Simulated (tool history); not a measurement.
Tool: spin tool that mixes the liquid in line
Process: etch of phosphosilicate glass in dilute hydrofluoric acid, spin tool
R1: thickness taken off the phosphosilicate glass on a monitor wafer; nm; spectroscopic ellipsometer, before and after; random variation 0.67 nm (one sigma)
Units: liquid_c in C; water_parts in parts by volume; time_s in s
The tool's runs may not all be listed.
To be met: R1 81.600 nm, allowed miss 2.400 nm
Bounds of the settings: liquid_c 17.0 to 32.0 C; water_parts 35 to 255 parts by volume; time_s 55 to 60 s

Run 1, hour 0.0: liquid_c 24.0 C, water_parts 145 parts by volume, time_s 55 s. Result: R1 35.629 nm.
Run 2, hour 5.6: liquid_c 25.5 C, water_parts 130 parts by volume, time_s 55 s. Result: R1 43.358 nm.
Run 3, hour 7.3: liquid_c 25.5 C, water_parts 130 parts by volume, time_s 55 s. Result: R1 43.356 nm.
Run 4, hour 10.7: liquid_c 27.0 C, water_parts 120 parts by volume, time_s 55 s. Result: R1 49.991 nm.
Run 5, hour 11.4: liquid_c 27.0 C, water_parts 155 parts by volume, time_s 55 s. Result: R1 37.454 nm.
Run 6, hour 19.9: liquid_c 27.0 C, water_parts 155 parts by volume, time_s 60 s. Result: R1 40.776 nm.
Run 7, hour 22.8: liquid_c 28.0 C, water_parts 140 parts by volume, time_s 60 s. Result: R1 47.235 nm.
Run 8, hour 24.2: liquid_c 29.0 C, water_parts 125 parts by volume, time_s 60 s. Result: R1 56.461 nm.
Run 9, hour 32.1: liquid_c 29.5 C, water_parts 115 parts by volume, time_s 60 s. Result: R1 62.440 nm.
Run 10, hour 39.1: liquid_c 30.0 C, water_parts 110 parts by volume, time_s 60 s. Result: R1 68.627 nm.

Which of these 4 next moves meets every target?
Run A, hour 46.1: liquid_c 29.0 C, water_parts 95 parts by volume, time_s 60 s. Result: R1 ?.
Run B, hour 46.1: liquid_c 27.5 C, water_parts 80 parts by volume, time_s 55 s. Result: R1 ?.
Run C, hour 46.1: liquid_c 31.5 C, water_parts 130 parts by volume, time_s 55 s. Result: R1 ?.
Run D, hour 46.1: liquid_c 32.0 C, water_parts 90 parts by volume, time_s 60 s. Result: R1 ?.

move      R1
   A  76.713
   B  80.473
   C  53.685
   D  91.295
A: nearer than the last run, and not there yet
B: meets every target
C: further off than the last run
D: takes the result that was furthest off past its target
The right move is B.

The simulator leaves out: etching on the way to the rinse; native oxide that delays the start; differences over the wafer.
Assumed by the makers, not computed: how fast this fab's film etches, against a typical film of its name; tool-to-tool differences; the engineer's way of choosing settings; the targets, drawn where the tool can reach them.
